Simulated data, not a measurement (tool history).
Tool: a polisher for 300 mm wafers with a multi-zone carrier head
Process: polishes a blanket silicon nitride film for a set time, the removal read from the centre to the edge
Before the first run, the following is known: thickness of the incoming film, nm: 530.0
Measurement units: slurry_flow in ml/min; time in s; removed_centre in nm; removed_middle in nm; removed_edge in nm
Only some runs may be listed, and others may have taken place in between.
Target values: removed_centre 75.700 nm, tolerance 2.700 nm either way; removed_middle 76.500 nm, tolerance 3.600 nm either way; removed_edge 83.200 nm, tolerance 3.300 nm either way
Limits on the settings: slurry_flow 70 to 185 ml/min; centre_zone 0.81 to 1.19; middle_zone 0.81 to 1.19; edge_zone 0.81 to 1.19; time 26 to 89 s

Run 1, hour 0.0: slurry_flow 120 ml/min, centre_zone 1.00, middle_zone 1.00, edge_zone 1.00, time 57 s. Result: removed_centre 65.040 nm, removed_middle 65.065 nm, removed_edge 64.623 nm.
Run 2, hour 4.8: slurry_flow 120 ml/min, centre_zone 1.00, middle_zone 1.00, edge_zone 0.97, time 57 s. Result: removed_centre 64.545 nm, removed_middle 64.684 nm, removed_edge 65.651 nm.
Run 3, hour 7.5: slurry_flow 120 ml/min, centre_zone 1.07, middle_zone 1.00, edge_zone 0.97, time 57 s. Result: removed_centre 69.235 nm, removed_middle 64.939 nm, removed_edge 64.627 nm.
Run 4, hour 14.4: slurry_flow 125 ml/min, centre_zone 1.02, middle_zone 0.98, edge_zone 0.99, time 60 s. Result: removed_centre 71.158 nm, removed_middle 68.528 nm, removed_edge 68.679 nm.
Run 5, hour 16.2: slurry_flow 145 ml/min, centre_zone 1.02, middle_zone 0.98, edge_zone 0.99, time 60 s. Result: removed_centre 73.674 nm, removed_middle 69.026 nm, removed_edge 70.795 nm.
Run 6, hour 20.4: slurry_flow 145 ml/min, centre_zone 1.02, middle_zone 0.98, edge_zone 0.92, time 60 s. Result: removed_centre 73.826 nm, removed_middle 70.256 nm, removed_edge 67.995 nm.
Run 7, hour 27.1: slurry_flow 150 ml/min, centre_zone 1.00, middle_zone 0.99, edge_zone 0.98, time 61 s. Result: removed_centre 73.952 nm, removed_middle 70.990 nm, removed_edge 71.750 nm.
Run 8, hour 27.9: slurry_flow 150 ml/min, centre_zone 0.98, middle_zone 1.00, edge_zone 1.02, time 62 s. Result: removed_centre 72.222 nm, removed_middle 74.992 nm, removed_edge 74.328 nm.
Run 9, hour 29.9: slurry_flow 155 ml/min, centre_zone 0.98, middle_zone 0.98, edge_zone 1.06, time 63 s. Result: removed_centre 74.718 nm, removed_middle 76.496 nm, removed_edge 77.967 nm.

Exactly one of the 4 candidate moves below puts every result within its allowed miss. Which one?
Run A, hour 31.9: slurry_flow 140 ml/min, centre_zone 0.96, middle_zone 0.94, edge_zone 0.99, time 65 s. Result: removed_centre ?, removed_middle ?, removed_edge ?.
Run B, hour 31.9: slurry_flow 180 ml/min, centre_zone 1.04, middle_zone 1.16, edge_zone 1.01, time 59 s. Result: removed_centre ?, removed_middle ?, removed_edge ?.
Run C, hour 31.9: slurry_flow 150 ml/min, centre_zone 0.92, middle_zone 0.92, edge_zone 1.07, time 67 s. Result: removed_centre ?, removed_middle ?, removed_edge ?.
Run D, hour 31.9: slurry_flow 160 ml/min, centre_zone 0.95, middle_zone 1.05, edge_zone 0.98, time 62 s. Result: removed_centre ?, removed_middle ?, removed_edge ?.

move  removed_centre  removed_middle  removed_edge
   A          75.272          72.703        76.427
   B          76.875          82.546        72.133
   C          76.141          74.622        82.490
   D          73.344          78.107        73.798
A: the biggest miss grows against the last run
B: the biggest miss grows against the last run
C: every result lands within tolerance
D: the biggest miss grows against the last run
Go with C: it meets all targets.

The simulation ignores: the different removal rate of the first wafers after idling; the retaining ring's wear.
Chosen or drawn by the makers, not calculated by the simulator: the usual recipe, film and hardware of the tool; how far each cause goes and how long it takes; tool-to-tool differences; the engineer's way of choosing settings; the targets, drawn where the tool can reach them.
